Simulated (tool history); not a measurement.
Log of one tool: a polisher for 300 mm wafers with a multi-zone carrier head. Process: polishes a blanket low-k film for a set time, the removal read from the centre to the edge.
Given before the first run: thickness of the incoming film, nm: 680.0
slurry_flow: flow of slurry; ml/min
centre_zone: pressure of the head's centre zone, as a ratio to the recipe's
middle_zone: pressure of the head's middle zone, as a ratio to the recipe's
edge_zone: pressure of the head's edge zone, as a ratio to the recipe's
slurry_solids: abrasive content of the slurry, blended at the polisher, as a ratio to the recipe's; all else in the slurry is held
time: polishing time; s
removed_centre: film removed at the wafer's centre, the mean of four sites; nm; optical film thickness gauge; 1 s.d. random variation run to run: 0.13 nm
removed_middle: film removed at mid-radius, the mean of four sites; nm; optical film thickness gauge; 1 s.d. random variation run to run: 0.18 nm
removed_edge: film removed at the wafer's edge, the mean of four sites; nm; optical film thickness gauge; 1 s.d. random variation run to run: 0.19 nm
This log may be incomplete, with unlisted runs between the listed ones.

run,hour,slurry_flow,centre_zone,middle_zone,edge_zone,slurry_solids,time,removed_centre,removed_middle,removed_edge
1,0,210,1,1,1,1,84,39.27,39.343,40.299
2,7.7,210,1,1,1,0.85,84,35.029,34.564,37.029
3,15.2,210,1,1,1,1.05,84,40.755,39.746,42.271
4,21,205,0.97,1.01,0.97,0.95,75,32.527,33.961,33.9
5,23,205,0.97,1.01,0.92,0.95,75,32.413,34.061,33.254
6,28.1,205,0.97,1.01,0.99,0.95,75,33.422,33.961,34.342
7,28.9,205,0.97,1.01,0.99,0.95,75,32.727,33.539,34.057
8,33.4,195,0.94,1.01,0.97,0.85,70,27.306,28.848,29.664
9,38,200,0.92,1.02,0.94,0.75,65,22.789,24.955,24.898
10,41.5,205,0.91,1.03,0.92,0.7,63,20.418,22.896,22.096
11,47.8,205,0.89,1.03,0.9,0.65,63,18.477,21.242,20.405
12,56.3,205,0.88,1.03,0.88,0.65,63,18.207,21.273,20.122
13,59.1,205,0.87,1.03,0.86,0.65,63,18.255,21.083,19.976
14,68.2,205,0.86,1.03,0.85,0.6,63,16.829,19.486,18.453
15,72.3,205,0.85,1.03,0.84,0.6,63,16.319,19.676,18.303
16,73.8,205,0.85,1.03,0.83,0.6,63,16.307,19.692,18.152
17,80.6,205,0.85,1.03,0.83,0.6,63,16.313,19.808,17.928
18,85.3,200,0.84,1.02,0.83,0.6,63,16.147,19.226,18.022
19,86.2,195,0.83,1.02,0.82,0.6,63,15.849,19.324,17.874
20,94.6,160,0.83,1.01,0.81,0.55,63,13.735,16.367,15.858
21,96.9,170,0.83,1.01,0.81,0.55,63,13.829,17.014,15.707

Run 22 has not been measured yet. What should we expect?
22,98.9,180,0.83,1.01,0.81,0.55,63,?,?,?

removed_centre: 13.994 nm
removed_middle: 16.77 nm
removed_edge: 15.903 nm
